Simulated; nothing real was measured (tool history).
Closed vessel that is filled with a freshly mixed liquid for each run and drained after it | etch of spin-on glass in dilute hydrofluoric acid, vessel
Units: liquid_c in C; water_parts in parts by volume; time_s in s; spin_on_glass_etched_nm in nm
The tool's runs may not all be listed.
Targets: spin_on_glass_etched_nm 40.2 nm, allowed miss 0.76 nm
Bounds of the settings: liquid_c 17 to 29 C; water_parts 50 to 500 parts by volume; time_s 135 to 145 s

Run 1, hour 0: liquid_c 21 C, water_parts 275 parts by volume, time_s 135 s. Result: spin_on_glass_etched_nm 23.507 nm.
Run 2, hour 1.2: liquid_c 22 C, water_parts 270 parts by volume, time_s 135 s. Result: spin_on_glass_etched_nm 25.054 nm.
Run 3, hour 8.4: liquid_c 22.5 C, water_parts 265 parts by volume, time_s 135 s. Result: spin_on_glass_etched_nm 25.75 nm.
Run 4, hour 11.2: liquid_c 23 C, water_parts 260 parts by volume, time_s 135 s. Result: spin_on_glass_etched_nm 26.913 nm.
Run 5, hour 19.4: liquid_c 23.5 C, water_parts 255 parts by volume, time_s 135 s. Result: spin_on_glass_etched_nm 28.382 nm.
Run 6, hour 26.8: liquid_c 24 C, water_parts 250 parts by volume, time_s 135 s. Result: spin_on_glass_etched_nm 29.464 nm.
Run 7, hour 30: liquid_c 24.5 C, water_parts 245 parts by volume, time_s 135 s. Result: spin_on_glass_etched_nm 30.893 nm.
Run 8, hour 35.2: liquid_c 25 C, water_parts 245 parts by volume, time_s 135 s. Result: spin_on_glass_etched_nm 31.256 nm.
Run 9, hour 36.5: liquid_c 25.5 C, water_parts 240 parts by volume, time_s 135 s. Result: spin_on_glass_etched_nm 32.816 nm.
Run 10, hour 43.5: liquid_c 26 C, water_parts 240 parts by volume, time_s 135 s. Result: spin_on_glass_etched_nm 33.498 nm.
Run 11, hour 46.6: liquid_c 26.5 C, water_parts 240 parts by volume, time_s 135 s. Result: spin_on_glass_etched_nm 33.767 nm.
Run 12, hour 48.4: liquid_c 26.5 C, water_parts 240 parts by volume, time_s 135 s. Result: spin_on_glass_etched_nm 33.804 nm.
Run 13, hour 53.3: liquid_c 29 C, water_parts 220 parts by volume, time_s 135 s. Result: spin_on_glass_etched_nm 41.644 nm.

Which of these 5 next moves meets every target?
Run A, hour 58.2: liquid_c 29 C, water_parts 230 parts by volume, time_s 145 s. Result: spin_on_glass_etched_nm ?.
Run B, hour 58.2: liquid_c 27.5 C, water_parts 220 parts by volume, time_s 145 s. Result: spin_on_glass_etched_nm ?.
Run C, hour 58.2: liquid_c 29 C, water_parts 215 parts by volume, time_s 135 s. Result: spin_on_glass_etched_nm ?.
Run D, hour 58.2: liquid_c 23 C, water_parts 200 parts by volume, time_s 145 s. Result: spin_on_glass_etched_nm ?.
Run E, hour 58.2: liquid_c 28.5 C, water_parts 210 parts by volume, time_s 140 s. Result: spin_on_glass_etched_nm ?.

move  spin_on_glass_etched_nm
   A                   42.142
   B                   42.311
   C                   42.716
   D                   40.419
   E                   44.835
A: further off than the last run
B: further off than the last run
C: further off than the last run
D: meets every target
E: further off than the last run
Move D is the one to make.
